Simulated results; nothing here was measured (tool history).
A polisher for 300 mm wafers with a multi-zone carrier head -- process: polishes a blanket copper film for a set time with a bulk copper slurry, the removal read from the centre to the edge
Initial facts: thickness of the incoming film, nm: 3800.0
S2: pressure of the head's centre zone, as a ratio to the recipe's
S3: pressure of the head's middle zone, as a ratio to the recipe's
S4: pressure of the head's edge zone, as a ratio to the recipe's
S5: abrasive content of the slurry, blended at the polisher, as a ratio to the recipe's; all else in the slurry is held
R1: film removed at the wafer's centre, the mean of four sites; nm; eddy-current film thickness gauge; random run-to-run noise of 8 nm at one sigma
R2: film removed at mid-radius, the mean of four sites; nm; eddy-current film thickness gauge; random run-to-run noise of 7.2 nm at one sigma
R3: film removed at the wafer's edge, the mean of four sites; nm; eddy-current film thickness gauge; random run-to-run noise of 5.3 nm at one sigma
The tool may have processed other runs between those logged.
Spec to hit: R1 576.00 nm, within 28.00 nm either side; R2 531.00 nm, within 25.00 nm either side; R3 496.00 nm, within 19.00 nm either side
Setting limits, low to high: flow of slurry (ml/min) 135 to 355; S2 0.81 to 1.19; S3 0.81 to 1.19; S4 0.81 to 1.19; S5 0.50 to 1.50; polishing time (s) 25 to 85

run 1 day=0.000 | flow_of_slurry_(ml/min)=225 S2=1.00 S3=1.00 S4=1.00 S5=1.00 polishing_time_(s)=55 | R1=396.60 R2=390.20 R3=389.45
run 2 day=0.292 | flow_of_slurry_(ml/min)=225 S2=1.00 S3=1.00 S4=1.00 S5=0.90 polishing_time_(s)=55 | R1=388.13 R2=386.47 R3=390.47
run 3 day=0.321 | flow_of_slurry_(ml/min)=225 S2=1.00 S3=1.00 S4=1.00 S5=0.90 polishing_time_(s)=68 | R1=487.06 R2=473.84 R3=478.83
run 4 day=0.504 | flow_of_slurry_(ml/min)=230 S2=1.02 S3=1.01 S4=1.00 S5=0.90 polishing_time_(s)=68 | R1=488.97 R2=475.05 R3=475.21
run 5 day=0.696 | flow_of_slurry_(ml/min)=230 S2=1.02 S3=1.07 S4=1.00 S5=0.90 polishing_time_(s)=68 | R1=503.07 R2=495.43 R3=479.25
run 6 day=0.883 | flow_of_slurry_(ml/min)=230 S2=1.02 S3=1.07 S4=1.00 S5=0.90 polishing_time_(s)=54 | R1=395.05 R2=399.70 R3=380.08
run 7 day=1.212 | flow_of_slurry_(ml/min)=235 S2=1.03 S3=1.08 S4=1.01 S5=1.00 polishing_time_(s)=56 | R1=405.98 R2=420.30 R3=403.19
run 8 day=1.375 | flow_of_slurry_(ml/min)=235 S2=1.05 S3=1.08 S4=1.00 S5=1.00 polishing_time_(s)=59 | R1=454.69 R2=438.56 R3=425.00
run 9 day=1.529 | flow_of_slurry_(ml/min)=240 S2=1.06 S3=1.10 S4=1.00 S5=1.05 polishing_time_(s)=60 | R1=471.69 R2=462.89 R3=434.48
run 10 day=1.750 | flow_of_slurry_(ml/min)=245 S2=1.08 S3=1.11 S4=1.01 S5=1.10 polishing_time_(s)=60 | R1=477.27 R2=462.43 R3=448.81
run 11 day=1.954 | flow_of_slurry_(ml/min)=265 S2=1.18 S3=1.18 S4=0.92 S5=1.25 polishing_time_(s)=65 | R1=551.86 R2=550.39 R3=482.83
run 12 day=2.100 | flow_of_slurry_(ml/min)=265 S2=1.18 S3=1.17 S4=0.92 S5=1.25 polishing_time_(s)=65 | R1=559.62 R2=558.20 R3=476.37
run 13 day=2.267 | flow_of_slurry_(ml/min)=265 S2=1.18 S3=1.16 S4=0.93 S5=1.25 polishing_time_(s)=65 | R1=569.22 R2=544.34 R3=477.78

Below are 4 possible settings for the next run. Only one of them brings all results inside the allowed miss of their targets. Which is it?
run A day=2.433 | flow_of_slurry_(ml/min)=245 S2=1.03 S3=1.13 S4=0.92 S5=1.25 polishing_time_(s)=71 | R1=? R2=? R3=?
run B day=2.433 | flow_of_slurry_(ml/min)=355 S2=1.19 S3=1.19 S4=0.81 S5=1.10 polishing_time_(s)=66 | R1=? R2=? R3=?
run C day=2.433 | flow_of_slurry_(ml/min)=210 S2=1.04 S3=1.15 S4=0.96 S5=1.25 polishing_time_(s)=68 | R1=? R2=? R3=?
run D day=2.433 | flow_of_slurry_(ml/min)=245 S2=1.16 S3=1.07 S4=0.96 S5=1.25 polishing_time_(s)=67 | R1=? R2=? R3=?

move=A R1=564.14 R2=579.64 R3=507.14
move=B R1=586.15 R2=562.15 R3=446.44
move=C R1=532.35 R2=550.29 R3=488.41
move=D R1=575.42 R2=529.66 R3=488.46
A: brings the last run's worst result on target, with another outside its allowed miss
B: misses by more than the last run did
C: brings the last run's worst result on target, with another outside its allowed miss
D: all results in spec
Go with D: it meets all targets.
